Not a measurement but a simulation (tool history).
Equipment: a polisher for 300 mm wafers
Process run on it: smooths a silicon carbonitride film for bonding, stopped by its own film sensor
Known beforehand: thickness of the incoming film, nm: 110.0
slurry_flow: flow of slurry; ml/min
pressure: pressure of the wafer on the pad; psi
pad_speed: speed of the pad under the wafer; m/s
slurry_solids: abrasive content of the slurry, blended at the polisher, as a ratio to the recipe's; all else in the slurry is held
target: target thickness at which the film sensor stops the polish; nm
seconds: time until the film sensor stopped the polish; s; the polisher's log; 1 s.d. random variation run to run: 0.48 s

| run | hour | slurry_flow | pressure | pad_speed | slurry_solids | target | seconds |
|---|---|---|---|---|---|---|---|
| 1 | 0.0 | 190 | 2.0 | 0.86 | 1.00 | 101 | 37.295 |
| 2 | 8.4 | 190 | 2.0 | 1.02 | 1.00 | 101 | 30.179 |
| 3 | 16.6 | 160 | 2.0 | 1.02 | 1.00 | 101 | 31.674 |
| 4 | 23.0 | 160 | 2.0 | 1.02 | 1.15 | 101 | 30.094 |
| 5 | 29.5 | 160 | 1.5 | 1.02 | 1.15 | 101 | 40.961 |
| 6 | 37.0 | 160 | 1.7 | 1.02 | 1.15 | 101 | 35.821 |

Expected results for the next run?
| 7 | 41.9 | 160 | 1.8 | 1.02 | 1.15 | 101 | ? |

Run 7 yielded seconds 34.486 s.
